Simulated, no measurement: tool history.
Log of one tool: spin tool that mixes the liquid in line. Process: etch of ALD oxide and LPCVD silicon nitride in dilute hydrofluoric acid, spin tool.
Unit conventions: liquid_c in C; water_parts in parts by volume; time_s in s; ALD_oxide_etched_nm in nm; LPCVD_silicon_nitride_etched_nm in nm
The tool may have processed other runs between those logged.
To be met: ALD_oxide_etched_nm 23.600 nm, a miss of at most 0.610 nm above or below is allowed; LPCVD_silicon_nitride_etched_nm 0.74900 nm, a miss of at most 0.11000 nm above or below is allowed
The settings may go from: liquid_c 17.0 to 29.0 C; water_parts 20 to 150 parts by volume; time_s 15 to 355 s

run	hour	liquid_c	water_parts	time_s	ALD_oxide_etched_nm	LPCVD_silicon_nitride_etched_nm
1	0.0	21.0	85	180	28.035	0.78575
2	4.7	21.0	85	120	18.629	0.53155
3	9.8	23.5	85	120	20.792	0.61944
4	11.7	23.5	100	120	17.448	0.55534
5	17.8	24.0	100	120	17.629	0.55980
6	26.3	24.5	100	120	18.098	0.54927
7	33.6	25.5	100	120	18.785	0.63558
8	36.7	25.5	95	120	19.943	0.64566
9	42.8	26.0	95	120	20.217	0.67007

Exercise: of the 5 proposed moves below, exactly one satisfies all targets within the stated allowed misses. Which move is it?
A	48.9	23.5	85	145	?	?
B	48.9	23.0	85	150	?	?
C	48.9	17.0	65	135	?	?
D	48.9	25.0	95	145	?	?
E	48.9	24.0	70	115	?	?

move	ALD_oxide_etched_nm	LPCVD_silicon_nitride_etched_nm
A	25.117	0.74328
B	25.464	0.74368
C	23.877	0.57561
D	23.559	0.73539
E	25.155	0.73784
A: carries the result that was furthest off beyond its target, to the other side
B: carries the result that was furthest off beyond its target, to the other side
C: gets the furthest-off result to its target, but another result is out of tolerance
D: hits every target within its allowed miss
E: carries the result that was furthest off beyond its target, to the other side
So the answer is move D, the one that meets all the targets.
